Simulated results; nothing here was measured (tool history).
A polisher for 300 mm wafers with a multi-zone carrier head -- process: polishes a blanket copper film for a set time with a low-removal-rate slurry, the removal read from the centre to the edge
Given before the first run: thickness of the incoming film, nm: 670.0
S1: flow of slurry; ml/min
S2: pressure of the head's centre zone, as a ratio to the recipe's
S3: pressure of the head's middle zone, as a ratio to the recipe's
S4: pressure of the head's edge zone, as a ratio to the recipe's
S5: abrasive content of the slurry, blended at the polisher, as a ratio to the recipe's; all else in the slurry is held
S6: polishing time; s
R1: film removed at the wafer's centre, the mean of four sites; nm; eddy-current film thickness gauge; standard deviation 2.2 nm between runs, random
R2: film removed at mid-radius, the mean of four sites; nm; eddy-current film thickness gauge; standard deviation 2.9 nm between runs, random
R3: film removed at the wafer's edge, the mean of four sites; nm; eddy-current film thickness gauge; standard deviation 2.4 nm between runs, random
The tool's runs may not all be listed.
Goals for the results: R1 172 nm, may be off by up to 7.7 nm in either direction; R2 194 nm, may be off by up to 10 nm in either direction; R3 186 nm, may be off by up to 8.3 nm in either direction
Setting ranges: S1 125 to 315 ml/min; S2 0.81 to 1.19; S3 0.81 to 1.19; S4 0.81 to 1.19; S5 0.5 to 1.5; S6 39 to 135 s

Run 1, hour 0: S1 205 ml/min, S2 1, S3 1, S4 1, S5 1, S6 87 s. Result: R1 233.12 nm, R2 220.76 nm, R3 223.66 nm.
Run 2, hour 6.5: S1 205 ml/min, S2 0.98, S3 1, S4 0.99, S5 0.95, S6 86 s. Result: R1 219.86 nm, R2 220.61 nm, R3 225.77 nm.
Run 3, hour 7.9: S1 205 ml/min, S2 0.98, S3 1, S4 1.03, S5 0.95, S6 86 s. Result: R1 221.57 nm, R2 217.69 nm, R3 228.86 nm.
Run 4, hour 16: S1 205 ml/min, S2 0.98, S3 0.93, S4 1.03, S5 0.95, S6 86 s. Result: R1 217.52 nm, R2 200.44 nm, R3 224.79 nm.
Run 5, hour 23.2: S1 205 ml/min, S2 0.92, S3 0.93, S4 1.03, S5 0.95, S6 86 s. Result: R1 204.5 nm, R2 199.37 nm, R3 228.87 nm.
Run 6, hour 24.6: S1 205 ml/min, S2 0.92, S3 0.94, S4 1.01, S5 0.9, S6 85 s. Result: R1 199.52 nm, R2 205.08 nm, R3 217 nm.
Run 7, hour 27.7: S1 205 ml/min, S2 0.91, S3 0.93, S4 1, S5 0.85, S6 85 s. Result: R1 199.49 nm, R2 197.36 nm, R3 216.57 nm.
Run 8, hour 29.8: S1 205 ml/min, S2 0.9, S3 0.94, S4 0.98, S5 0.8, S6 84 s. Result: R1 191.49 nm, R2 192.5 nm, R3 207.71 nm.
Run 9, hour 36: S1 205 ml/min, S2 0.89, S3 0.95, S4 0.97, S5 0.8, S6 84 s. Result: R1 193.38 nm, R2 194.45 nm, R3 207.85 nm.
Run 10, hour 44.6: S1 205 ml/min, S2 0.88, S3 0.96, S4 0.96, S5 0.8, S6 83 s. Result: R1 182.55 nm, R2 195.25 nm, R3 203.76 nm.
Run 11, hour 46.9: S1 205 ml/min, S2 0.88, S3 0.96, S4 0.95, S5 0.8, S6 83 s. Result: R1 186.08 nm, R2 193.15 nm, R3 201.5 nm.
Run 12, hour 50.8: S1 205 ml/min, S2 0.87, S3 0.97, S4 0.94, S5 0.8, S6 83 s. Result: R1 184.43 nm, R2 192.12 nm, R3 201.48 nm.
Run 13, hour 52.1: S1 205 ml/min, S2 0.87, S3 0.98, S4 0.93, S5 0.8, S6 83 s. Result: R1 181.52 nm, R2 199.02 nm, R3 198.23 nm.
Run 14, hour 57.4: S1 205 ml/min, S2 0.87, S3 0.98, S4 0.92, S5 0.8, S6 83 s. Result: R1 181.06 nm, R2 197.65 nm, R3 197.29 nm.
Run 15, hour 60: S1 205 ml/min, S2 0.87, S3 0.98, S4 0.91, S5 0.8, S6 83 s. Result: R1 184.73 nm, R2 194.88 nm, R3 200.19 nm.
Run 16, hour 68.2: S1 205 ml/min, S2 0.87, S3 0.99, S4 0.91, S5 0.8, S6 83 s. Result: R1 180.71 nm, R2 199.38 nm, R3 199.5 nm.
Run 17, hour 72.2: S1 205 ml/min, S2 0.87, S3 0.99, S4 0.9, S5 0.8, S6 83 s. Result: R1 185.03 nm, R2 200.88 nm, R3 201.04 nm.

Exactly one of the 4 candidate moves below puts every result within its allowed miss. Which one?
Run A, hour 76.2: S1 260 ml/min, S2 1.07, S3 1.06, S4 0.82, S5 0.8, S6 78 s. Result: R1 ?, R2 ?, R3 ?.
Run B, hour 76.2: S1 135 ml/min, S2 0.89, S3 1.02, S4 0.85, S5 0.55, S6 90 s. Result: R1 ?, R2 ?, R3 ?.
Run C, hour 76.2: S1 245 ml/min, S2 1.07, S3 1, S4 0.85, S5 0.7, S6 74 s. Result: R1 ?, R2 ?, R3 ?.
Run D, hour 76.2: S1 200 ml/min, S2 0.89, S3 0.96, S4 0.94, S5 0.8, S6 76 s. Result: R1 ?, R2 ?, R3 ?.

move      R1      R2      R3
   A  211.91  200.57  186.07
   B  170.42  189.66   186.9
   C   192.9  173.95   171.7
   D  166.64   175.4  185.59
A: brings the result that was furthest off to its target, and leaves another outside
B: every result within its allowed miss
C: takes the biggest miss from the last run beyond its target
D: brings the result that was furthest off to its target, and leaves another outside
Correct choice: B, which meets every target

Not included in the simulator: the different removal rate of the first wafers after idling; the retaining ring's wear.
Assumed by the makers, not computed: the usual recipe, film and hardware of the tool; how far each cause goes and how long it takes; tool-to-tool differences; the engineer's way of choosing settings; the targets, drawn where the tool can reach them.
